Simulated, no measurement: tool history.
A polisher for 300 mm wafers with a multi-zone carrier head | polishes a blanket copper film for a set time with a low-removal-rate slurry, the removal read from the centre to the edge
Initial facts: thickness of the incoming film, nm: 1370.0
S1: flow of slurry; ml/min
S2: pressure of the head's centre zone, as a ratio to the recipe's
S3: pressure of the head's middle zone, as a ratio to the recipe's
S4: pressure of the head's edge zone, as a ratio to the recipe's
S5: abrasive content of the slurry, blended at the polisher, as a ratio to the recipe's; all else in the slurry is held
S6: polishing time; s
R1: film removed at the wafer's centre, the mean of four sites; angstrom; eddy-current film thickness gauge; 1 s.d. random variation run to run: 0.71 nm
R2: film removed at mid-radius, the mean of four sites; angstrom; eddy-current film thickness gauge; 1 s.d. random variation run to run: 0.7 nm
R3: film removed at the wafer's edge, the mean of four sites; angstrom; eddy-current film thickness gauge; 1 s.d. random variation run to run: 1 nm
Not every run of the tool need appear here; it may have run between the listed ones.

run 1 hour=0.0 | S1=250 S2=1.00 S3=1.00 S4=1.00 S5=1.0 S6=45 | R1=1125.60 R2=1117.30 R3=1142.90
run 2 hour=1.0 | S1=245 S2=1.00 S3=0.99 S4=0.98 S5=1.0 S6=45 | R1=1130.90 R2=1136.20 R3=1121.40
run 3 hour=9.3 | S1=245 S2=1.00 S3=1.03 S4=0.98 S5=1.0 S6=45 | R1=1128.30 R2=1151.60 R3=1120.10
run 4 hour=17.6 | S1=245 S2=1.00 S3=1.03 S4=0.98 S5=1.0 S6=39 | R1=977.15 R2=989.31 R3=970.58
run 5 hour=23.9 | S1=205 S2=1.00 S3=1.03 S4=0.98 S5=1.0 S6=39 | R1=966.30 R2=977.64 R3=945.98
run 6 hour=29.4 | S1=205 S2=1.05 S3=1.03 S4=0.98 S5=1.0 S6=39 | R1=996.19 R2=973.85 R3=946.03
run 7 hour=31.3 | S1=215 S2=1.06 S3=1.03 S4=0.98 S5=1.0 S6=39 | R1=1015.90 R2=984.21 R3=952.76
run 8 hour=39.3 | S1=215 S2=1.06 S3=1.03 S4=0.98 S5=1.0 S6=39 | R1=1023.00 R2=995.38 R3=945.71
run 9 hour=41.0 | S1=220 S2=1.06 S3=1.02 S4=0.98 S5=1.0 S6=39 | R1=1030.80 R2=979.77 R3=979.16

Expected results for the next run?
run 10 hour=46.5 | S1=225 S2=1.06 S3=1.02 S4=0.98 S5=1.0 S6=39 | R1=? R2=? R3=?

{"run 10": {"R1": 1035.8, "R2": 981.98, "R3": 959.77}}
